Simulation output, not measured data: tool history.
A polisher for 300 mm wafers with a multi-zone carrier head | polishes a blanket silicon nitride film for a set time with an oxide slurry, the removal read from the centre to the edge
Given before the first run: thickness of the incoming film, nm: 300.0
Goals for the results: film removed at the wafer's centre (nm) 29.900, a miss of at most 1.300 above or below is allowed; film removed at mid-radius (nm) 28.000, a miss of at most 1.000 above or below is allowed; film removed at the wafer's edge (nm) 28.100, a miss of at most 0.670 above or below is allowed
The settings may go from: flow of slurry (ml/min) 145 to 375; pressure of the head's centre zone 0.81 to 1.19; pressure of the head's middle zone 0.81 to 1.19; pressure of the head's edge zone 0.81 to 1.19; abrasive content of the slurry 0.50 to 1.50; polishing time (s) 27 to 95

run,hour,flow of slurry (ml/min),pressure of the head's centre zone,pressure of the head's middle zone,pressure of the head's edge zone,abrasive content of the slurry,polishing time (s),film removed at the wafer's centre (nm),film removed at mid-radius (nm),film removed at the wafer's edge (nm)
1,0.0,240,1.00,1.00,1.00,1.00,61,33.209,32.314,32.029
2,5.2,235,1.00,0.99,0.98,1.00,61,33.002,32.294,31.631
3,13.3,235,1.00,0.99,0.98,1.00,46,24.543,24.383,24.147
4,14.8,235,1.00,0.99,0.98,1.00,35,18.905,18.711,18.336
5,17.1,240,1.01,1.00,1.00,1.05,36,20.050,19.738,19.414
6,25.2,240,1.01,1.00,1.01,1.10,37,21.419,20.774,20.341
# hour 33.7: worn pad replaced by a new one
7,33.7,240,1.01,1.00,1.02,1.15,38,23.937,24.215,23.435
8,35.6,240,1.02,1.00,1.04,1.15,38,24.789,24.034,24.213
9,41.1,240,1.03,1.01,1.05,1.15,38,24.521,24.149,24.389
10,47.9,245,1.05,1.02,1.06,1.15,38,25.639,24.589,23.992
11,55.6,245,1.05,1.02,1.07,1.15,38,25.608,24.300,24.355
12,61.1,245,1.06,1.03,1.08,1.15,38,26.012,24.670,24.606
13,63.4,295,1.12,1.09,1.18,1.30,38,29.756,28.144,27.107
14,65.8,290,1.11,1.07,1.19,1.35,38,29.645,27.422,27.311

Which one of the following 5 next-run settings gets every result inside its allowed miss? There is exactly one.
A,68.2,245,1.10,1.05,1.17,1.20,42,?,?,?
B,68.2,275,1.11,0.93,1.17,1.45,40,?,?,?
C,68.2,355,1.17,1.05,1.12,1.30,37,?,?,?
D,68.2,270,1.15,1.13,1.18,1.25,38,?,?,?
E,68.2,240,1.00,0.95,1.12,1.50,42,?,?,?

move,film removed at the wafer's centre (nm),film removed at mid-radius (nm),film removed at the wafer's edge (nm)
A,30.147,28.160,28.096
B,31.660,26.438,29.166
C,30.482,26.643,25.856
D,29.407,27.911,26.152
E,29.744,28.151,30.040
A: all results land within tolerance of their targets
B: takes the biggest miss from the last run beyond its target
C: lands further from the targets than the last run did
D: lands further from the targets than the last run did
E: takes the biggest miss from the last run beyond its target
Go with A: it meets all targets.

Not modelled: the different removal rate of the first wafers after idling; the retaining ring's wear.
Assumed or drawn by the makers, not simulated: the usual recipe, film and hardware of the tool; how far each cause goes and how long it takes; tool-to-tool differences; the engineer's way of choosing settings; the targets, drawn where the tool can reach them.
